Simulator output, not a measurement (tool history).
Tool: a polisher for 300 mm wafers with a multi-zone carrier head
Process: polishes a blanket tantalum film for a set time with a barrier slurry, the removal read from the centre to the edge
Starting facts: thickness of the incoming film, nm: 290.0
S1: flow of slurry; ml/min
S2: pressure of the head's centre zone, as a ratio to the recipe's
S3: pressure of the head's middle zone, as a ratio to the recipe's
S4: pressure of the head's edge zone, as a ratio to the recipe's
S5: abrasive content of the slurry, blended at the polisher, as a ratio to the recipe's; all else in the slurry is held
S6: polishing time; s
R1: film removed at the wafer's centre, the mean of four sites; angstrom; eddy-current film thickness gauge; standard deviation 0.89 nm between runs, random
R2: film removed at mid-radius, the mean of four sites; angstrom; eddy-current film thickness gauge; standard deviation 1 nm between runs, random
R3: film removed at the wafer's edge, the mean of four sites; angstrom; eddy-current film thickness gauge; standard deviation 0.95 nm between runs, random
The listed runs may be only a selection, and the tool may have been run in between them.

run  hour   S1    S2    S3    S4    S5  S6       R1       R2       R3
  1   0.0  210  1.00  1.00  1.00  1.00  84  1060.30  1050.30  1047.30
  2   1.3  205  1.00  0.98  1.00  0.95  84  1012.00  1023.10  1024.20
  3  10.1  205  1.00  0.92  1.00  0.95  84  1033.90   970.90  1039.00
  4  13.5  200  1.01  0.91  1.01  0.90  83   993.88   956.31  1011.90
  5  21.4  255  1.01  0.91  1.01  0.90  83  1024.30   973.19  1036.10
  6  23.4  255  1.01  0.91  0.93  0.90  83  1052.60   976.40   984.58
  7  24.3  250  1.02  0.90  0.95  0.85  82  1037.30   949.90   985.90
  8  30.0  245  1.03  0.89  0.97  0.80  81  1009.10   891.75   941.84
  9  34.7  240  1.03  0.88  0.98  0.75  81   957.53   860.98   929.22

Forecast run 10:
 10  41.0  195  1.09  0.81  1.05  0.65  79   ?   ?   ?

Run 10 gave R1 921.41 angstrom, R2 711.94 angstrom, R3 856.01 angstrom.

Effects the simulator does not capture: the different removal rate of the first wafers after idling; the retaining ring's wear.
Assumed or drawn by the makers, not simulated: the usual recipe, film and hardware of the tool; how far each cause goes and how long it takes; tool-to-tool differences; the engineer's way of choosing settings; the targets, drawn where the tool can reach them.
